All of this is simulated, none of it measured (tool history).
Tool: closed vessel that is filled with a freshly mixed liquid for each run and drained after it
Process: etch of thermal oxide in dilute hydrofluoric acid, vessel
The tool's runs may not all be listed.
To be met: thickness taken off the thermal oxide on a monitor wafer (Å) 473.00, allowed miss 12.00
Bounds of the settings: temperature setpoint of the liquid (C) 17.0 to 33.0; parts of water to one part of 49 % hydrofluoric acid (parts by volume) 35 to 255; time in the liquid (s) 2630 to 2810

run    day  temperature setpoint of the liquid (C)  parts of water to one part of 49 % hydrofluoric acid (parts by volume)  time in the liquid (s)  thickness taken off the thermal oxide on a monitor wafer (Å)
  1  0.000                                    25.0                                                                     145                    2630                                                        842.60
  2  0.246                                    27.5                                                                     145                    2630                                                        920.61
  3  0.362                                    27.5                                                                     145                    2810                                                        987.39
  4  0.542                                    25.0                                                                     160                    2810                                                        800.27
  5  0.638                                    28.5                                                                     160                    2810                                                        902.12
  6  0.775                                    26.0                                                                     170                    2810                                                        775.29
  7  0.967                                    24.0                                                                     180                    2810                                                        670.61
  8  1.254                                    22.5                                                                     185                    2810                                                        612.27
  9  1.333                                    21.0                                                                     190                    2810                                                        558.36
 10  1.471                                    20.0                                                                     190                    2810                                                        542.85

Which of these 5 next moves meets every target?
  A  1.608                                    21.5                                                                     170                    2810                                                             ?
  B  1.608                                    21.0                                                                     205                    2760                                                             ?
  C  1.608                                    18.0                                                                     145                    2745                                                             ?
  D  1.608                                    21.5                                                                     170                    2645                                                             ?
  E  1.608                                    20.0                                                                     205                    2725                                                             ?

move  thickness taken off the thermal oxide on a monitor wafer (Å)
   A                                                        658.08
   B                                                        507.30
   C                                                        672.93
   D                                                        619.44
   E                                                        482.05
A: further off than the last run
B: nearer than the last run, and not there yet
C: further off than the last run
D: further off than the last run
E: meets every target
Answer: E

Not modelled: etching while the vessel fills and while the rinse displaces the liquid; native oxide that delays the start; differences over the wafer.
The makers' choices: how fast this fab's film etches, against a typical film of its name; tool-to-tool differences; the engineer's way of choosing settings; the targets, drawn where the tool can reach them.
